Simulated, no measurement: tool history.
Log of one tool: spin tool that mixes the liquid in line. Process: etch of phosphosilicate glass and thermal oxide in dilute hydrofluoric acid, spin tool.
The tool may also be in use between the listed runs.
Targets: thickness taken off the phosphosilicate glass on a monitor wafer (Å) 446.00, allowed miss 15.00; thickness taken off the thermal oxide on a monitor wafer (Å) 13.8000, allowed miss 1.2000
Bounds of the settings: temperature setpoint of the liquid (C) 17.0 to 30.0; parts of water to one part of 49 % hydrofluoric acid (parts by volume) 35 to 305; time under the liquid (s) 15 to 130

run  hour  temperature setpoint of the liquid (C)  parts of water to one part of 49 % hydrofluoric acid (parts by volume)  time under the liquid (s)  thickness taken off the phosphosilicate glass on a monitor wafer (Å)  thickness taken off the thermal oxide on a monitor wafer (Å)
  1   0.0                                    22.0                                                                     170                         65                                                                482.07                                                       15.5800
  2   6.8                                    22.0                                                                     170                         40                                                                297.80                                                        9.1535
  3  10.7                                    24.5                                                                     165                         40                                                                341.41                                                       10.3570
  4  15.9                                    25.5                                                                     160                         40                                                                354.41                                                       11.6130
  5  23.2                                    25.0                                                                     145                         40                                                                401.77                                                       12.1760
  6  32.1                                    25.0                                                                     145                         65                                                                647.42                                                       19.0550
  7  34.4                                    23.0                                                                     150                         65                                                                583.11                                                       18.2260
  8  39.5                                    22.0                                                                     155                         65                                                                532.26                                                       17.3520
  9  45.5                                    22.0                                                                     165                         65                                                                495.44                                                       15.8890
 10  47.3                                    21.5                                                                     165                         65                                                                485.52                                                       15.0880
 11  52.5                                    21.0                                                                     165                         65                                                                480.77                                                       14.6390
     53.3  -- hydrofluoric acid flow meter replaced
 12  53.3                                    21.0                                                                     165                         65                                                                508.46                                                       16.2820
 13  54.5                                    21.0                                                                     165                         65                                                                515.46                                                       16.1360
 14  57.1                                    20.5                                                                     170                         65                                                                487.71                                                       15.3390

Which of these 4 next moves meets every target?
  A  59.7                                    21.5                                                                     200                         85                                                                     ?                                                             ?
  B  59.7                                    24.0                                                                     305                        130                                                                     ?                                                             ?
  C  59.7                                    18.0                                                                     180                         85                                                                     ?                                                             ?
  D  59.7                                    20.0                                                                     130                         45                                                                     ?                                                             ?

move  thickness taken off the phosphosilicate glass on a monitor wafer (Å)  thickness taken off the thermal oxide on a monitor wafer (Å)
   A                                                                533.11                                                       16.2100
   B                                                                527.58                                                       16.0420
   C                                                                527.16                                                       16.0290
   D                                                                440.39                                                       13.3910
A: further off than the last run
B: further off than the last run
C: further off than the last run
D: meets every target
Answer: D
